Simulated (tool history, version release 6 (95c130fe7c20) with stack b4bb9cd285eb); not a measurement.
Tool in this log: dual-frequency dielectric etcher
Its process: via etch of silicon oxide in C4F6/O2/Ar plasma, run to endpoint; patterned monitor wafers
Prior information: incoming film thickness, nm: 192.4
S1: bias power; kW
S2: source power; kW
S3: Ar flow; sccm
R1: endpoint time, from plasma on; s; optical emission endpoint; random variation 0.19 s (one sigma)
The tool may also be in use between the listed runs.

run,day,S1,S2,S3,R1
1,0.000,0.523,0.300,397,50.913
2,0.242,0.523,0.260,397,53.170
3,0.529,0.523,0.310,397,50.127
4,0.708,0.523,0.310,330,49.184
5,0.808,0.523,0.280,330,50.609
# day 1.054: source power generator calibrated
6,1.054,0.559,0.280,329,48.891
7,1.325,0.583,0.280,329,47.728
8,1.542,0.602,0.280,329,47.459

Estimate the outcome of run 9 from the log above:
9,1.725,0.623,0.280,329,?

Run 9 came out at R1 46.131 s.
